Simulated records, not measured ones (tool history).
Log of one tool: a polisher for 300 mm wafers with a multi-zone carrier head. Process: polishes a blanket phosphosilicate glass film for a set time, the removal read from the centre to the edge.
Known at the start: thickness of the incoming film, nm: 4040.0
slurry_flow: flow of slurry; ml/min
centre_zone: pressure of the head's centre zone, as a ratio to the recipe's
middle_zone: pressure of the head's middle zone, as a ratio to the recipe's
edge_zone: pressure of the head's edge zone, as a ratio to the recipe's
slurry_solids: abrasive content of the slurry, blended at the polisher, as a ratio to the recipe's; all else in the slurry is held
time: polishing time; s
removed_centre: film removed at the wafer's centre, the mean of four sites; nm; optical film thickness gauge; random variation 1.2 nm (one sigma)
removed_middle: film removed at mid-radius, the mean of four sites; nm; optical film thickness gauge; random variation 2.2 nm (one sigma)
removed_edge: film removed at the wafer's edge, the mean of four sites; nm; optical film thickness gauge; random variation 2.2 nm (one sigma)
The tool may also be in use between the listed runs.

Run 1, hour 0.0: slurry_flow 135 ml/min, centre_zone 1.00, middle_zone 1.00, edge_zone 1.00, slurry_solids 1.0, time 40 s. Result: removed_centre 260.13 nm, removed_middle 254.41 nm, removed_edge 265.11 nm.
Run 2, hour 7.6: slurry_flow 135 ml/min, centre_zone 1.00, middle_zone 1.00, edge_zone 1.00, slurry_solids 1.1, time 40 s. Result: removed_centre 271.05 nm, removed_middle 262.29 nm, removed_edge 263.53 nm.
Run 3, hour 9.7: slurry_flow 135 ml/min, centre_zone 1.00, middle_zone 1.06, edge_zone 1.00, slurry_solids 1.1, time 40 s. Result: removed_centre 269.46 nm, removed_middle 270.03 nm, removed_edge 263.30 nm.
Run 4, hour 16.1: slurry_flow 135 ml/min, centre_zone 1.00, middle_zone 1.06, edge_zone 1.00, slurry_solids 1.0, time 40 s. Result: removed_centre 260.13 nm, removed_middle 261.49 nm, removed_edge 255.06 nm.
Run 5, hour 16.8: slurry_flow 135 ml/min, centre_zone 1.03, middle_zone 1.01, edge_zone 0.98, slurry_solids 0.9, time 37 s. Result: removed_centre 239.80 nm, removed_middle 231.33 nm, removed_edge 229.46 nm.
Run 6, hour 20.1: slurry_flow 135 ml/min, centre_zone 1.09, middle_zone 1.01, edge_zone 0.98, slurry_solids 0.9, time 37 s. Result: removed_centre 254.09 nm, removed_middle 233.26 nm, removed_edge 227.55 nm.

The next listed run, before its measurement:
Run 7, hour 22.0: slurry_flow 135 ml/min, centre_zone 1.09, middle_zone 1.01, edge_zone 0.98, slurry_solids 0.9, time 37 s. Result: removed_centre ?, removed_middle ?, removed_edge ?.

Run 7 gave removed_centre 253.93 nm, removed_middle 225.98 nm, removed_edge 228.08 nm.

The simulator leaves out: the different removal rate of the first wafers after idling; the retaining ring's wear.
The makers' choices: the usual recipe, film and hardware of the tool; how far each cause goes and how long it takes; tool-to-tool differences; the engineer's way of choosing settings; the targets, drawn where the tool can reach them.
